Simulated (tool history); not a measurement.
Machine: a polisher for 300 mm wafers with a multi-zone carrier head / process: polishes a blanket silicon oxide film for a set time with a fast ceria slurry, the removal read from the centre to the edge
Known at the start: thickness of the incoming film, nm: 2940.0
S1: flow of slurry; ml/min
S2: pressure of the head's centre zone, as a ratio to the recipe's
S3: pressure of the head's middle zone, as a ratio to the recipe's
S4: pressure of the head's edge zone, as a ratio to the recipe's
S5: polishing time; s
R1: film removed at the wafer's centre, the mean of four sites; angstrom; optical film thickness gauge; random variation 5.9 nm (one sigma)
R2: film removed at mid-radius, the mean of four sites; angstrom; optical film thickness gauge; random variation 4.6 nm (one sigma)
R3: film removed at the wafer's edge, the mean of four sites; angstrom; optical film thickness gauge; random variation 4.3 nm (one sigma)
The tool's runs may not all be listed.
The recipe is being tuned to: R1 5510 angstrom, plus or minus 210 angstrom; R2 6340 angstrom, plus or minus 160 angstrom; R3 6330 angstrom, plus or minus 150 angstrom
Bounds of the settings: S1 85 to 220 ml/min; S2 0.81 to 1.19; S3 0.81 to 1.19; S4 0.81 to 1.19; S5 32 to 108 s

run,day,S1,S2,S3,S4,S5,R1,R2,R3
1,0,140,1,1,1,70,8280.3,8368.6,8302.4
2,0.05,135,0.97,0.99,0.97,68,7631.4,8031.5,7937.5
3,0.196,130,0.95,0.98,0.95,66,7187.1,7731.1,7620.8
4,0.346,130,0.95,0.9,0.95,66,7123.5,7300.5,7663.8
5,0.4,130,0.91,0.9,0.95,66,7027.5,7218.7,7616.7
6,0.562,125,0.9,0.9,0.93,65,6689.6,7016.9,7438.8
7,0.638,120,0.89,0.91,0.91,64,6462,6949.3,7118.9
8,0.817,120,0.89,0.91,0.91,64,6550.7,6959.8,7188.7
9,0.992,115,0.87,0.91,0.9,63,6138.4,6834.2,7000.9
10,1.238,90,0.85,0.89,0.81,60,5602,6217.1,6225.3

Pick the move, out of 5, that brings all results within their allowed miss; only one does.
A,1.483,85,0.87,0.85,0.83,59,?,?,?
B,1.483,85,0.9,0.94,0.81,57,?,?,?
C,1.483,125,0.81,0.87,0.9,57,?,?,?
D,1.483,105,0.91,0.94,0.81,57,?,?,?
E,1.483,90,0.83,0.9,0.81,61,?,?,?

move,R1,R2,R3
A,5541.3,5816.5,6222
B,5543.2,6107.4,5940.7
C,5271.3,6018.9,6447.3
D,5782.8,6275.1,6052.7
E,5511.7,6352.3,6393
A: lands further from the targets than the last run did
B: lands further from the targets than the last run did
C: lands further from the targets than the last run did
D: puts the biggest miss on target and leaves a different result outside tolerance
E: every result lands within tolerance
So the answer is move E, the one that meets all the targets.
